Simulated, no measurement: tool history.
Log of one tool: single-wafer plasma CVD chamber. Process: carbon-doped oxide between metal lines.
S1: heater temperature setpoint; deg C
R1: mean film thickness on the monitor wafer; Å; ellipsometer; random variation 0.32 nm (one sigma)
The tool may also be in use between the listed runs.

Run 1, hour 0.0: S1 375 deg C, chamber pressure (Pa) 757, RF power (W) 625, deposition time (s) 13.8. Result: R1 726.22 Å.
Run 2, hour 4.2: S1 375 deg C, chamber pressure (Pa) 757, RF power (W) 625, deposition time (s) 14.3. Result: R1 750.13 Å.
Run 3, hour 5.5: S1 374 deg C, chamber pressure (Pa) 773, RF power (W) 655, deposition time (s) 14.3. Result: R1 785.30 Å.
Run 4, hour 7.5: S1 374 deg C, chamber pressure (Pa) 773, RF power (W) 655, deposition time (s) 13.8. Result: R1 750.58 Å.
Run 5, hour 10.6: S1 374 deg C, chamber pressure (Pa) 773, RF power (W) 655, deposition time (s) 13.8. Result: R1 753.37 Å.
Run 6, hour 13.2: S1 374 deg C, chamber pressure (Pa) 773, RF power (W) 655, deposition time (s) 13.8. Result: R1 757.30 Å.
Run 7, hour 14.3: S1 374 deg C, chamber pressure (Pa) 791, RF power (W) 675, deposition time (s) 13.8. Result: R1 773.10 Å.
Run 8, hour 15.6: S1 374 deg C, chamber pressure (Pa) 804, RF power (W) 695, deposition time (s) 13.8. Result: R1 791.93 Å.
Run 9, hour 22.7: S1 374 deg C, chamber pressure (Pa) 816, RF power (W) 715, deposition time (s) 13.8. Result: R1 809.89 Å.
Run 10, hour 26.0: S1 374 deg C, chamber pressure (Pa) 827, RF power (W) 730, deposition time (s) 13.8. Result: R1 821.76 Å.

Forecast run 11:
Run 11, hour 29.6: S1 374 deg C, chamber pressure (Pa) 836, RF power (W) 745, deposition time (s) 13.8. Result: R1 ?.

{"run 11": {"R1": 835.32}}
